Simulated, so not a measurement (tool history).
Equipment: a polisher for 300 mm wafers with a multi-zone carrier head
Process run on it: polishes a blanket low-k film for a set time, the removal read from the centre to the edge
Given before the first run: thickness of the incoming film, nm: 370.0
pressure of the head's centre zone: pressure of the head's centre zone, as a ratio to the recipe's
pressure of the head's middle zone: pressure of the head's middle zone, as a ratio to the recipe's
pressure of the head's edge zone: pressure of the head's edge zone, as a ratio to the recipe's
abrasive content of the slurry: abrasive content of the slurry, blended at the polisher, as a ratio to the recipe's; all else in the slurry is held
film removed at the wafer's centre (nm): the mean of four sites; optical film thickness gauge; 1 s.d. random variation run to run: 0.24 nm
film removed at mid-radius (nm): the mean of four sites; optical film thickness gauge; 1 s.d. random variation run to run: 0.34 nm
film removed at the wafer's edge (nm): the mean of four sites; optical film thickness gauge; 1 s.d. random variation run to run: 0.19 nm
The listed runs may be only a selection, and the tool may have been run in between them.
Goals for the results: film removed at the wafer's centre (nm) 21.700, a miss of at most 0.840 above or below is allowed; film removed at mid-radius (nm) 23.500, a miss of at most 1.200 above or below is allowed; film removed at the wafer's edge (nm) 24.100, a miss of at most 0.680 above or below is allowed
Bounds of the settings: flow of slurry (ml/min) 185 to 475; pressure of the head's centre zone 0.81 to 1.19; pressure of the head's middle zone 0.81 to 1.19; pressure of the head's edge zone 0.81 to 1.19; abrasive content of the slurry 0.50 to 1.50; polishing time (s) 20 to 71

run,hour,flow of slurry (ml/min),pressure of the head's centre zone,pressure of the head's middle zone,pressure of the head's edge zone,abrasive content of the slurry,polishing time (s),film removed at the wafer's centre (nm),film removed at mid-radius (nm),film removed at the wafer's edge (nm)
1,0.0,305,1.00,1.00,1.00,1.00,45,23.321,24.322,23.232
2,4.5,305,1.00,1.03,1.00,1.00,45,23.867,24.124,23.438
3,11.9,300,0.99,1.02,1.01,1.00,45,23.629,24.771,23.325
4,16.8,300,0.99,1.02,1.01,1.00,51,25.895,28.446,27.145
5,22.4,300,0.99,1.02,0.94,1.00,51,26.691,27.712,25.879
6,26.8,300,0.98,0.99,0.94,1.00,51,26.094,26.388,25.860
7,30.8,295,0.96,0.98,0.93,1.00,51,25.841,26.846,25.890
8,38.3,295,0.94,0.96,0.93,1.00,51,26.002,27.118,25.729
9,47.1,290,0.94,0.94,0.96,0.95,51,24.731,24.730,25.605
10,47.7,290,0.94,0.94,0.96,0.95,51,24.807,25.422,25.342
11,50.4,285,0.92,0.93,0.96,0.95,51,24.052,24.353,25.223
12,56.1,285,0.92,0.93,0.96,0.95,51,24.649,25.069,25.863
13,64.3,285,0.91,0.93,0.96,0.95,51,23.453,24.516,25.496
14,72.6,285,0.90,0.93,0.95,0.95,51,24.329,24.351,25.087
15,79.8,280,0.89,0.95,0.97,0.95,51,23.858,24.905,25.802
# hour 86.8: worn pad replaced by a new one
16,86.8,280,0.88,0.96,0.97,0.95,51,26.032,28.149,28.202
17,93.0,280,0.88,0.96,0.97,0.95,51,25.747,27.943,28.088
18,95.1,290,0.88,0.96,0.97,0.90,51,25.200,27.389,27.409

Which of these 5 next moves meets every target?
A,97.2,270,0.86,0.89,1.03,1.20,47,?,?,?
B,97.2,370,0.84,0.93,0.99,0.65,57,?,?,?
C,97.2,315,0.90,1.01,0.97,0.95,61,?,?,?
D,97.2,315,0.97,0.94,0.81,0.90,50,?,?,?
E,97.2,265,0.88,1.01,1.01,0.85,62,?,?,?

move,film removed at the wafer's centre (nm),film removed at mid-radius (nm),film removed at the wafer's edge (nm)
A,26.450,27.922,30.565
B,21.370,23.673,24.399
C,31.472,35.698,34.106
D,26.176,26.660,24.909
E,28.951,33.362,32.588
A: lands further from the targets than the last run did
B: every result lands within tolerance
C: lands further from the targets than the last run did
D: lands further from the targets than the last run did
E: lands further from the targets than the last run did
The right move is B.
